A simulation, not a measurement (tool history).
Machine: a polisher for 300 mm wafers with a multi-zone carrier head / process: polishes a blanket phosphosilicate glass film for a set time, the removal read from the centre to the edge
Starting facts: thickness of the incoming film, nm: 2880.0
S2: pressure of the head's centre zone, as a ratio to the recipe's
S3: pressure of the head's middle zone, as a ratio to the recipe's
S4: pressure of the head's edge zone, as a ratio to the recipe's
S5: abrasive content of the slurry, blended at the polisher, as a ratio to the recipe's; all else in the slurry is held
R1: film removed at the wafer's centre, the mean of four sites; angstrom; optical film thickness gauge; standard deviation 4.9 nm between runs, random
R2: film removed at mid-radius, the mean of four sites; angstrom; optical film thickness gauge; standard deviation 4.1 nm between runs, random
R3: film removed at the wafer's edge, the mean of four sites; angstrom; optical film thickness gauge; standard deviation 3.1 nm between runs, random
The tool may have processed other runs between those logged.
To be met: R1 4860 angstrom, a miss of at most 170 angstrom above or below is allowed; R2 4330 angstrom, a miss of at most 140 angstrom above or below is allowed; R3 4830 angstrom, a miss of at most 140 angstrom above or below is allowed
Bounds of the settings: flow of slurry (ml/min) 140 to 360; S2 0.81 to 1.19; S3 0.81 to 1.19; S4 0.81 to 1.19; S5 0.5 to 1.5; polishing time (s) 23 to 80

Run 1, hour 0: flow of slurry (ml/min) 230, S2 1, S3 1, S4 1, S5 1, polishing time (s) 51. Result: R1 5704.3 angstrom, R2 5641.2 angstrom, R3 5774.8 angstrom.
Run 2, hour 4.9: flow of slurry (ml/min) 220, S2 0.99, S3 0.96, S4 0.97, S5 0.95, polishing time (s) 51. Result: R1 5540.5 angstrom, R2 5283.1 angstrom, R3 5511.5 angstrom.
Run 3, hour 13.6: flow of slurry (ml/min) 180, S2 0.99, S3 0.96, S4 0.97, S5 0.95, polishing time (s) 51. Result: R1 5190 angstrom, R2 5059.2 angstrom, R3 5388.6 angstrom.
Run 4, hour 19.9: flow of slurry (ml/min) 180, S2 0.99, S3 0.96, S4 0.97, S5 0.95, polishing time (s) 60. Result: R1 6177.2 angstrom, R2 5910.7 angstrom, R3 6228.6 angstrom.
Run 5, hour 20.5: flow of slurry (ml/min) 175, S2 0.98, S3 0.93, S4 0.94, S5 0.85, polishing time (s) 60. Result: R1 5799.3 angstrom, R2 5451.1 angstrom, R3 5920.9 angstrom.
Run 6, hour 29.2: flow of slurry (ml/min) 175, S2 0.98, S3 0.92, S4 0.92, S5 0.75, polishing time (s) 60. Result: R1 5419.6 angstrom, R2 5137.3 angstrom, R3 5414.2 angstrom.
At hour 31.9: worn pad replaced by a new one.
Run 7, hour 31.9: flow of slurry (ml/min) 170, S2 0.98, S3 0.89, S4 0.9, S5 0.7, polishing time (s) 60. Result: R1 5642.7 angstrom, R2 5277.7 angstrom, R3 5669.4 angstrom.
Run 8, hour 33.2: flow of slurry (ml/min) 165, S2 1.08, S3 0.98, S4 1, S5 0.5, polishing time (s) 58. Result: R1 4662.3 angstrom, R2 4334 angstrom, R3 4521.3 angstrom.
Run 9, hour 37.3: flow of slurry (ml/min) 170, S2 1.08, S3 0.96, S4 1.01, S5 0.5, polishing time (s) 58. Result: R1 4800.8 angstrom, R2 4330 angstrom, R3 4534.3 angstrom.

Which single option among these 5 for the next run brings every result within its allowed miss of target? Just one does.
Run A, hour 41.4: flow of slurry (ml/min) 240, S2 1.05, S3 0.91, S4 1.04, S5 0.5, polishing time (s) 55. Result: R1 ?, R2 ?, R3 ?.
Run B, hour 41.4: flow of slurry (ml/min) 190, S2 1.19, S3 1.01, S4 0.99, S5 0.5, polishing time (s) 54. Result: R1 ?, R2 ?, R3 ?.
Run C, hour 41.4: flow of slurry (ml/min) 185, S2 1.14, S3 0.97, S4 0.97, S5 0.5, polishing time (s) 56. Result: R1 ?, R2 ?, R3 ?.
Run D, hour 41.4: flow of slurry (ml/min) 155, S2 1.05, S3 0.92, S4 1.01, S5 0.55, polishing time (s) 58. Result: R1 ?, R2 ?, R3 ?.
Run E, hour 41.4: flow of slurry (ml/min) 185, S2 1.13, S3 1.07, S4 0.98, S5 0.55, polishing time (s) 51. Result: R1 ?, R2 ?, R3 ?.

move      R1      R2      R3
   A  4675.4  4037.7  4547.3
   B  4934.3    4152  4238.4
   C  4897.1  4150.4  4339.5
   D  4850.5  4262.4  4785.8
   E  4743.5  4381.2  4249.2
A: just as far off the targets as the last run
B: misses by more than the last run did
C: misses by more than the last run did
D: all results in spec
E: misses by more than the last run did
Move D is the one to make.
